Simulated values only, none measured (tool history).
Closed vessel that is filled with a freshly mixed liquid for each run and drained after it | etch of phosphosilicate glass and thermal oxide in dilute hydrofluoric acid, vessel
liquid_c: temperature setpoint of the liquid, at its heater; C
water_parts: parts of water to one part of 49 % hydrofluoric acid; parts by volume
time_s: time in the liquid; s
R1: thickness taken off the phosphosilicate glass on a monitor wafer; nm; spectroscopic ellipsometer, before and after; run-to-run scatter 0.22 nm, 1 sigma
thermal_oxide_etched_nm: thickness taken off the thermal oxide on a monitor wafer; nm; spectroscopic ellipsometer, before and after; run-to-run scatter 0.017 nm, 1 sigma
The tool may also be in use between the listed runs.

Run 1, hour 0.0: liquid_c 25.0 C, water_parts 205 parts by volume, time_s 120 s. Result: R1 51.118 nm, thermal_oxide_etched_nm 2.6388 nm.
Run 2, hour 9.3: liquid_c 25.0 C, water_parts 160 parts by volume, time_s 120 s. Result: R1 68.995 nm, thermal_oxide_etched_nm 3.4589 nm.
Run 3, hour 12.5: liquid_c 24.0 C, water_parts 175 parts by volume, time_s 120 s. Result: R1 60.141 nm, thermal_oxide_etched_nm 3.0029 nm.
Run 4, hour 20.7: liquid_c 24.0 C, water_parts 150 parts by volume, time_s 120 s. Result: R1 72.254 nm, thermal_oxide_etched_nm 3.5447 nm.
Run 5, hour 29.5: liquid_c 23.0 C, water_parts 165 parts by volume, time_s 120 s. Result: R1 61.713 nm, thermal_oxide_etched_nm 3.0388 nm.
Run 6, hour 34.3: liquid_c 21.0 C, water_parts 165 parts by volume, time_s 120 s. Result: R1 58.071 nm, thermal_oxide_etched_nm 2.8601 nm.
Run 7, hour 43.6: liquid_c 20.5 C, water_parts 175 parts by volume, time_s 120 s. Result: R1 53.266 nm, thermal_oxide_etched_nm 2.6559 nm.
Run 8, hour 49.3: liquid_c 20.0 C, water_parts 185 parts by volume, time_s 120 s. Result: R1 48.512 nm, thermal_oxide_etched_nm 2.3816 nm.
Run 9, hour 55.0: liquid_c 19.5 C, water_parts 195 parts by volume, time_s 120 s. Result: R1 45.008 nm, thermal_oxide_etched_nm 2.2165 nm.
Run 10, hour 61.2: liquid_c 19.0 C, water_parts 205 parts by volume, time_s 120 s. Result: R1 42.085 nm, thermal_oxide_etched_nm 2.1108 nm.
Run 11, hour 70.3: liquid_c 19.0 C, water_parts 210 parts by volume, time_s 120 s. Result: R1 39.986 nm, thermal_oxide_etched_nm 1.9458 nm.
Run 12, hour 79.6: liquid_c 19.0 C, water_parts 215 parts by volume, time_s 120 s. Result: R1 38.939 nm, thermal_oxide_etched_nm 1.9284 nm.
Run 13, hour 81.6: liquid_c 19.0 C, water_parts 220 parts by volume, time_s 120 s. Result: R1 38.027 nm, thermal_oxide_etched_nm 1.8372 nm.
Run 14, hour 85.7: liquid_c 19.0 C, water_parts 225 parts by volume, time_s 120 s. Result: R1 37.092 nm, thermal_oxide_etched_nm 1.8584 nm.
Run 15, hour 88.2: liquid_c 19.0 C, water_parts 230 parts by volume, time_s 120 s. Result: R1 36.327 nm, thermal_oxide_etched_nm 1.8081 nm.
Run 16, hour 97.3: liquid_c 19.0 C, water_parts 230 parts by volume, time_s 120 s. Result: R1 36.406 nm, thermal_oxide_etched_nm 1.7961 nm.
Run 17, hour 102.8: liquid_c 19.0 C, water_parts 235 parts by volume, time_s 120 s. Result: R1 35.032 nm, thermal_oxide_etched_nm 1.7260 nm.

What does the tool deliver on the next run?
Run 18, hour 107.2: liquid_c 19.0 C, water_parts 240 parts by volume, time_s 120 s. Result: R1 ?, thermal_oxide_etched_nm ?.

{"run 18": {"R1": 33.999, "thermal_oxide_etched_nm": 1.6967}}
